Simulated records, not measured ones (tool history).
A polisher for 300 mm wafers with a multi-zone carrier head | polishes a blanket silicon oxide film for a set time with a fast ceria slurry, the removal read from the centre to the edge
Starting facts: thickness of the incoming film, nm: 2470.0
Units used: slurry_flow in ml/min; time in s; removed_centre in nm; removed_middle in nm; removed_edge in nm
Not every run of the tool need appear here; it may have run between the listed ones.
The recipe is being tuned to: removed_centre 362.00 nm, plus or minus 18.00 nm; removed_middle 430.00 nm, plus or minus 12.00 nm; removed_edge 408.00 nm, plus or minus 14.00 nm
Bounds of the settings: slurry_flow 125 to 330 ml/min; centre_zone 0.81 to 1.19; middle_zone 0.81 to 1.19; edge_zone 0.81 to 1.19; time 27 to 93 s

run 1 day=0.000 | slurry_flow=210 centre_zone=1.00 middle_zone=1.00 edge_zone=1.00 time=59 | removed_centre=766.79 removed_middle=783.35 removed_edge=786.73
run 2 day=0.375 | slurry_flow=210 centre_zone=1.04 middle_zone=1.00 edge_zone=1.00 time=59 | removed_centre=807.29 removed_middle=792.22 removed_edge=780.32
run 3 day=0.646 | slurry_flow=200 centre_zone=1.02 middle_zone=1.00 edge_zone=0.98 time=55 | removed_centre=735.96 removed_middle=727.10 removed_edge=711.64
run 4 day=0.979 | slurry_flow=200 centre_zone=1.02 middle_zone=0.97 edge_zone=0.98 time=55 | removed_centre=743.04 removed_middle=702.13 removed_edge=712.79
run 5 day=1.296 | slurry_flow=195 centre_zone=0.99 middle_zone=0.98 edge_zone=0.97 time=51 | removed_centre=674.72 removed_middle=655.46 removed_edge=652.67
run 6 day=1.529 | slurry_flow=195 centre_zone=0.99 middle_zone=0.98 edge_zone=1.05 time=51 | removed_centre=665.53 removed_middle=660.24 removed_edge=691.52
run 7 day=1.658 | slurry_flow=190 centre_zone=0.97 middle_zone=0.99 edge_zone=1.04 time=48 | removed_centre=620.36 removed_middle=620.10 removed_edge=623.16
run 8 day=1.796 | slurry_flow=190 centre_zone=0.95 middle_zone=1.00 edge_zone=1.06 time=45 | removed_centre=561.04 removed_middle=591.38 removed_edge=597.35
run 9 day=1.946 | slurry_flow=190 centre_zone=0.93 middle_zone=1.00 edge_zone=1.06 time=43 | removed_centre=542.03 removed_middle=569.82 removed_edge=566.87
run 10 day=2.054 | slurry_flow=130 centre_zone=0.83 middle_zone=1.06 edge_zone=1.12 time=27 | removed_centre=282.66 removed_middle=352.63 removed_edge=352.55
run 11 day=2.342 | slurry_flow=145 centre_zone=0.84 middle_zone=1.06 edge_zone=1.12 time=27 | removed_centre=290.72 removed_middle=356.18 removed_edge=353.18
run 12 day=2.700 | slurry_flow=205 centre_zone=0.91 middle_zone=1.13 edge_zone=1.19 time=33 | removed_centre=403.17 removed_middle=485.32 removed_edge=457.58
run 13 day=2.804 | slurry_flow=145 centre_zone=0.90 middle_zone=1.10 edge_zone=1.11 time=33 | removed_centre=380.87 removed_middle=451.39 removed_edge=438.17

Of the 4 settings listed for the next run, only one would bring every result within its allowed miss of target. Which one?
run A day=2.908 | slurry_flow=155 centre_zone=0.83 middle_zone=1.01 edge_zone=1.15 time=35 | removed_centre=? removed_middle=? removed_edge=?
run B day=2.908 | slurry_flow=125 centre_zone=0.97 middle_zone=1.15 edge_zone=1.11 time=34 | removed_centre=? removed_middle=? removed_edge=?
run C day=2.908 | slurry_flow=195 centre_zone=0.86 middle_zone=1.19 edge_zone=1.03 time=30 | removed_centre=? removed_middle=? removed_edge=?
run D day=2.908 | slurry_flow=150 centre_zone=0.91 middle_zone=1.10 edge_zone=1.13 time=31 | removed_centre=? removed_middle=? removed_edge=?

move=A removed_centre=385.87 removed_middle=451.09 removed_edge=476.80
move=B removed_centre=408.94 removed_middle=473.55 removed_edge=446.24
move=C removed_centre=352.30 removed_middle=458.76 removed_edge=402.32
move=D removed_centre=365.59 removed_middle=427.48 removed_edge=417.88
A: the biggest miss grows against the last run
B: the biggest miss grows against the last run
C: puts the biggest miss on target and leaves a different result outside tolerance
D: meets every target
Move D is the one to make.

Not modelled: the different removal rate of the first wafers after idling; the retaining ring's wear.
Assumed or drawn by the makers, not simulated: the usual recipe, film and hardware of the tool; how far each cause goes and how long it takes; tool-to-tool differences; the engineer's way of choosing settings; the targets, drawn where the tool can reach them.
